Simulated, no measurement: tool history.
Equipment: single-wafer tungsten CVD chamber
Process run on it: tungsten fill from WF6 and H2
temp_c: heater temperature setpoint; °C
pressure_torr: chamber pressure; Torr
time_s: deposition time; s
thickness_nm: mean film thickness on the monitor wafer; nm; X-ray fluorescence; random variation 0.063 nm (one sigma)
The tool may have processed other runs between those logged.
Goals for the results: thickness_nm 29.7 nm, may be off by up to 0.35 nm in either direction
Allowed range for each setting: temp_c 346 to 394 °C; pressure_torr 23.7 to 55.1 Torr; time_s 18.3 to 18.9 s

Run 1, hour 0: temp_c 370 °C, pressure_torr 39.4 Torr, time_s 18.3 s. Result: thickness_nm 36.105 nm.
Run 2, hour 1.3: temp_c 370 °C, pressure_torr 39.4 Torr, time_s 18.3 s. Result: thickness_nm 35.949 nm.
Run 3, hour 6.9: temp_c 370 °C, pressure_torr 45.4 Torr, time_s 18.3 s. Result: thickness_nm 38.35 nm.
Run 4, hour 13.3: temp_c 370 °C, pressure_torr 45.4 Torr, time_s 18.9 s. Result: thickness_nm 39.752 nm.
Run 5, hour 15.6: temp_c 368 °C, pressure_torr 45.4 Torr, time_s 18.9 s. Result: thickness_nm 37.838 nm.
Run 6, hour 24: temp_c 375 °C, pressure_torr 45.4 Torr, time_s 18.9 s. Result: thickness_nm 44.679 nm.
Run 7, hour 28.8: temp_c 372 °C, pressure_torr 45.4 Torr, time_s 18.9 s. Result: thickness_nm 41.732 nm.
Run 8, hour 37.5: temp_c 360 °C, pressure_torr 45.2 Torr, time_s 18.9 s. Result: thickness_nm 31.156 nm.
Run 9, hour 38.4: temp_c 359 °C, pressure_torr 45.2 Torr, time_s 18.9 s. Result: thickness_nm 30.385 nm.

Which of these 5 next moves meets every target?
Run A, hour 39.3: temp_c 360 °C, pressure_torr 47.2 Torr, time_s 18.6 s. Result: thickness_nm ?.
Run B, hour 39.3: temp_c 359 °C, pressure_torr 45.6 Torr, time_s 18.9 s. Result: thickness_nm ?.
Run C, hour 39.3: temp_c 360 °C, pressure_torr 43.6 Torr, time_s 18.9 s. Result: thickness_nm ?.
Run D, hour 39.3: temp_c 362 °C, pressure_torr 39.3 Torr, time_s 18.3 s. Result: thickness_nm ?.
Run E, hour 39.3: temp_c 359 °C, pressure_torr 53.2 Torr, time_s 18.3 s. Result: thickness_nm ?.

move  thickness_nm
   A        31.194
   B        30.451
   C        30.599
   D        29.701
   E        31.567
A: lands further from the targets than the last run did
B: lands further from the targets than the last run did
C: lands further from the targets than the last run did
D: hits every target within its allowed miss
E: lands further from the targets than the last run did
Move D is the one to make.
